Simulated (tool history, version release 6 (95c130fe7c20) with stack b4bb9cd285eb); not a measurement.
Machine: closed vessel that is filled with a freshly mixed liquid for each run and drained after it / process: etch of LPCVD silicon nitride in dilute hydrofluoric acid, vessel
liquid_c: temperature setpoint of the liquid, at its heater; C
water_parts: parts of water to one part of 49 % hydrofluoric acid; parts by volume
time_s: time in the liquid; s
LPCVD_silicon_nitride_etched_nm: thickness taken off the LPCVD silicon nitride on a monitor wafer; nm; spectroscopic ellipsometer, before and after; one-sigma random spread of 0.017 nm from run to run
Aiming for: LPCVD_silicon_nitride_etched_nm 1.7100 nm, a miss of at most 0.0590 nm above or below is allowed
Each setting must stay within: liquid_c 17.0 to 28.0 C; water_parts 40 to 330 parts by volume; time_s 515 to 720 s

run	hour	liquid_c	water_parts	time_s	LPCVD_silicon_nitride_etched_nm
1	0.0	20.0	185	720	1.3701
2	5.0	20.5	185	720	1.3957
3	12.4	18.5	185	720	1.2421
4	15.8	19.5	185	720	1.3334
5	21.9	20.0	185	720	1.3872
6	27.8	20.0	225	720	1.1333
7	30.2	20.0	225	720	1.1488
8	33.6	21.0	225	720	1.1823
9	41.5	22.0	225	720	1.2843
10	46.0	23.0	225	720	1.3837
11	54.8	23.5	225	720	1.4382
12	59.6	24.0	225	720	1.4703

4 next moves are on the table. One of them brings every result within its allowed miss. Which?
A	64.4	25.0	215	675	?
B	64.4	24.5	215	695	?
C	64.4	24.0	190	720	?
D	64.4	25.0	160	515	?

move	LPCVD_silicon_nitride_etched_nm
A	1.5586
B	1.5555
C	1.7650
D	1.5954
A: nearer than the last run, and not there yet
B: nearer than the last run, and not there yet
C: every result lands within tolerance
D: nearer than the last run, and not there yet
Correct choice: C, which meets every target
